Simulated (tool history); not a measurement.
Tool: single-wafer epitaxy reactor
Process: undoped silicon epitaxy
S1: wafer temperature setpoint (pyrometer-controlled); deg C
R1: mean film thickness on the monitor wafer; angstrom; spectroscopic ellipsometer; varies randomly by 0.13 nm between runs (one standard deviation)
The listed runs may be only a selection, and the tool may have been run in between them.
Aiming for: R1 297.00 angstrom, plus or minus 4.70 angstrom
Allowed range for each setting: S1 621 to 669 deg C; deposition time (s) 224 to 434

Run 1, hour 0.0: S1 645 deg C, deposition time (s) 329. Result: R1 449.57 angstrom.
Run 2, hour 7.7: S1 645 deg C, deposition time (s) 307. Result: R1 419.61 angstrom.
Run 3, hour 15.8: S1 641 deg C, deposition time (s) 307. Result: R1 384.60 angstrom.
Run 4, hour 16.8: S1 633 deg C, deposition time (s) 307. Result: R1 313.03 angstrom.
Run 5, hour 22.3: S1 633 deg C, deposition time (s) 333. Result: R1 341.67 angstrom.
Run 6, hour 29.4: S1 644 deg C, deposition time (s) 333. Result: R1 448.09 angstrom.
Run 7, hour 35.7: S1 632 deg C, deposition time (s) 332. Result: R1 329.83 angstrom.
Run 8, hour 36.7: S1 631 deg C, deposition time (s) 332. Result: R1 322.20 angstrom.
Run 9, hour 40.9: S1 630 deg C, deposition time (s) 332. Result: R1 312.21 angstrom.
Run 10, hour 43.2: S1 629 deg C, deposition time (s) 332. Result: R1 305.90 angstrom.

Pick the move, out of 4, that brings all results within their allowed miss; only one does.
Run A, hour 45.5: S1 626 deg C, deposition time (s) 360. Result: R1 ?.
Run B, hour 45.5: S1 628 deg C, deposition time (s) 331. Result: R1 ?.
Run C, hour 45.5: S1 630 deg C, deposition time (s) 323. Result: R1 ?.
Run D, hour 45.5: S1 630 deg C, deposition time (s) 332. Result: R1 ?.

move      R1
   A  308.35
   B  298.35
   C  306.31
   D  314.85
A: misses by more than the last run did
B: all results land within tolerance of their targets
C: roughly where the last run was
D: misses by more than the last run did
So the answer is move B, the one that meets all the targets.

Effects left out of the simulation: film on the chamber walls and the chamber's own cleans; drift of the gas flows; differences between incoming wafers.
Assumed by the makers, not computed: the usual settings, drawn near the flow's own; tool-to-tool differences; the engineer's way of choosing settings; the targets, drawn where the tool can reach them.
